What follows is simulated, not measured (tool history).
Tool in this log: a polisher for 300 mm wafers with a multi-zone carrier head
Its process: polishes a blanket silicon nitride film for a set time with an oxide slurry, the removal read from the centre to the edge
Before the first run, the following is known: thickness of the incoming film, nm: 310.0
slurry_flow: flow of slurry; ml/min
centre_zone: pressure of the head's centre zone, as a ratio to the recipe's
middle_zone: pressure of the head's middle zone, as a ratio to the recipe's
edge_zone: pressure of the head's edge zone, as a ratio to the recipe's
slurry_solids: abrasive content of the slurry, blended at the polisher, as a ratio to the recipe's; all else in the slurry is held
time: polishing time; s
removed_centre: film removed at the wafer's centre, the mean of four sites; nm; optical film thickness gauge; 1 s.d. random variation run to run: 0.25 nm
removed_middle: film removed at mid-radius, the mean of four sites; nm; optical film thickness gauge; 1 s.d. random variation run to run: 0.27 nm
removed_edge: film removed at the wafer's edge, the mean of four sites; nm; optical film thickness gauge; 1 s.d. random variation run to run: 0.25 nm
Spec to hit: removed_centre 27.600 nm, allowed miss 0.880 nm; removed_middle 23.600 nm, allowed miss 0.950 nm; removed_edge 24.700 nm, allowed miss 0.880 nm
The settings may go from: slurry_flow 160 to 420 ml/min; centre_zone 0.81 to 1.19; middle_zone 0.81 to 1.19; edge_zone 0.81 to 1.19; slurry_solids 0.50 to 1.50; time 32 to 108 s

run 1 day=0.000 | slurry_flow=270 centre_zone=1.00 middle_zone=1.00 edge_zone=1.00 slurry_solids=1.00 time=70 | removed_centre=33.804 removed_middle=34.891 removed_edge=33.375
run 2 day=0.317 | slurry_flow=270 centre_zone=1.00 middle_zone=1.00 edge_zone=1.00 slurry_solids=1.00 time=80 | removed_centre=39.047 removed_middle=40.025 removed_edge=37.555
run 3 day=0.350 | slurry_flow=265 centre_zone=1.01 middle_zone=0.96 edge_zone=0.97 slurry_solids=0.90 time=78 | removed_centre=37.053 removed_middle=37.167 removed_edge=34.872
run 4 day=0.617 | slurry_flow=265 centre_zone=1.03 middle_zone=0.93 edge_zone=0.98 slurry_solids=0.80 time=74 | removed_centre=35.082 removed_middle=32.989 removed_edge=31.788
run 5 day=0.875 | slurry_flow=265 centre_zone=1.03 middle_zone=0.91 edge_zone=0.99 slurry_solids=0.75 time=72 | removed_centre=32.891 removed_middle=31.453 removed_edge=30.854
run 6 day=0.962 | slurry_flow=265 centre_zone=1.03 middle_zone=0.91 edge_zone=0.93 slurry_solids=0.75 time=72 | removed_centre=33.310 removed_middle=30.930 removed_edge=30.162
run 7 day=1.129 | slurry_flow=260 centre_zone=1.03 middle_zone=0.89 edge_zone=0.93 slurry_solids=0.70 time=70 | removed_centre=31.826 removed_middle=29.825 removed_edge=28.860
run 8 day=1.350 | slurry_flow=265 centre_zone=1.04 middle_zone=0.87 edge_zone=0.95 slurry_solids=0.65 time=68 | removed_centre=30.555 removed_middle=27.869 removed_edge=27.301
run 9 day=1.700 | slurry_flow=260 centre_zone=1.05 middle_zone=0.86 edge_zone=0.98 slurry_solids=0.60 time=67 | removed_centre=29.600 removed_middle=26.447 removed_edge=27.085
run 10 day=2.071 | slurry_flow=255 centre_zone=1.05 middle_zone=0.85 edge_zone=0.97 slurry_solids=0.60 time=66 | removed_centre=28.778 removed_middle=26.166 removed_edge=26.123
-- day=2.250 edge zone pressure recalibrated
run 11 day=2.250 | slurry_flow=255 centre_zone=1.06 middle_zone=0.84 edge_zone=0.98 slurry_solids=0.60 time=65 | removed_centre=28.698 removed_middle=25.339 removed_edge=27.482
run 12 day=2.612 | slurry_flow=255 centre_zone=1.06 middle_zone=0.83 edge_zone=0.96 slurry_solids=0.60 time=65 | removed_centre=29.094 removed_middle=25.061 removed_edge=27.537
run 13 day=2.942 | slurry_flow=255 centre_zone=1.06 middle_zone=0.83 edge_zone=0.95 slurry_solids=0.60 time=65 | removed_centre=28.701 removed_middle=25.928 removed_edge=27.491
run 14 day=3.071 | slurry_flow=265 centre_zone=1.06 middle_zone=0.84 edge_zone=0.97 slurry_solids=0.60 time=65 | removed_centre=28.839 removed_middle=25.056 removed_edge=27.912
run 15 day=3.121 | slurry_flow=260 centre_zone=1.07 middle_zone=0.84 edge_zone=0.96 slurry_solids=0.60 time=64 | removed_centre=28.940 removed_middle=24.914 removed_edge=27.393
run 16 day=3.479 | slurry_flow=260 centre_zone=1.07 middle_zone=0.84 edge_zone=0.95 slurry_solids=0.60 time=64 | removed_centre=28.924 removed_middle=25.407 removed_edge=26.706
run 17 day=3.533 | slurry_flow=260 centre_zone=1.07 middle_zone=0.84 edge_zone=0.95 slurry_solids=0.60 time=64 | removed_centre=28.472 removed_middle=25.307 removed_edge=26.694
run 18 day=3.721 | slurry_flow=270 centre_zone=1.08 middle_zone=0.84 edge_zone=0.94 slurry_solids=0.60 time=63 | removed_centre=28.481 removed_middle=24.200 removed_edge=26.006

5 candidate next runs follow, results not yet known. Just one meets every target within its allowed miss. Identify it.
run A day=3.908 | slurry_flow=310 centre_zone=1.17 middle_zone=0.95 edge_zone=0.87 slurry_solids=0.50 time=59 | removed_centre=? removed_middle=? removed_edge=?
run B day=3.908 | slurry_flow=320 centre_zone=1.16 middle_zone=0.92 edge_zone=0.89 slurry_solids=0.65 time=59 | removed_centre=? removed_middle=? removed_edge=?
run C day=3.908 | slurry_flow=220 centre_zone=1.02 middle_zone=0.85 edge_zone=0.92 slurry_solids=0.65 time=59 | removed_centre=? removed_middle=? removed_edge=?
run D day=3.908 | slurry_flow=210 centre_zone=1.07 middle_zone=0.81 edge_zone=1.01 slurry_solids=0.75 time=59 | removed_centre=? removed_middle=? removed_edge=?
run E day=3.908 | slurry_flow=345 centre_zone=1.11 middle_zone=0.86 edge_zone=0.94 slurry_solids=0.55 time=60 | removed_centre=? removed_middle=? removed_edge=?

move=A removed_centre=27.594 removed_middle=23.959 removed_edge=22.779
move=B removed_centre=29.379 removed_middle=25.243 removed_edge=24.688
move=C removed_centre=25.448 removed_middle=23.568 removed_edge=24.603
move=D removed_centre=27.509 removed_middle=23.795 removed_edge=26.686
move=E removed_centre=27.618 removed_middle=23.782 removed_edge=24.742
A: carries the result that was furthest off beyond its target, to the other side
B: brings the result that was furthest off to its target, and leaves another outside
C: brings the result that was furthest off to its target, and leaves another outside
D: the biggest miss grows against the last run
E: meets every target
Answer: E
